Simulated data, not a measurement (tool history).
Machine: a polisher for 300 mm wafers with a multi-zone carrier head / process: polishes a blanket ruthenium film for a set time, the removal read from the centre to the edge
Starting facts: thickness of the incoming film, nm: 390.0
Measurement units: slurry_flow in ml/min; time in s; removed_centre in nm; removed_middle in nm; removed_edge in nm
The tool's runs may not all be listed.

run	hour	slurry_flow	centre_zone	middle_zone	edge_zone	time	removed_centre	removed_middle	removed_edge
1	0.0	310	1.00	1.00	1.00	84	101.600	105.110	103.110
2	3.6	300	0.96	0.96	0.96	77	90.141	91.554	95.457
3	7.4	305	0.94	0.96	0.94	70	80.701	83.844	86.078
4	8.3	305	0.94	0.96	1.00	70	79.410	84.025	88.667
5	11.5	305	0.94	0.96	1.00	52	59.192	61.734	65.835
6	12.7	305	0.87	0.96	1.00	52	54.385	61.654	67.284
7	20.4	315	0.90	0.97	1.01	54	58.415	65.645	67.113
8	26.7	315	0.91	0.97	1.01	56	62.414	68.558	71.513

Expected results for the next run?
9	28.8	325	0.92	0.97	1.01	56	?	?	?

removed_centre: 62.794 nm
removed_middle: 67.821 nm
removed_edge: 72.715 nm

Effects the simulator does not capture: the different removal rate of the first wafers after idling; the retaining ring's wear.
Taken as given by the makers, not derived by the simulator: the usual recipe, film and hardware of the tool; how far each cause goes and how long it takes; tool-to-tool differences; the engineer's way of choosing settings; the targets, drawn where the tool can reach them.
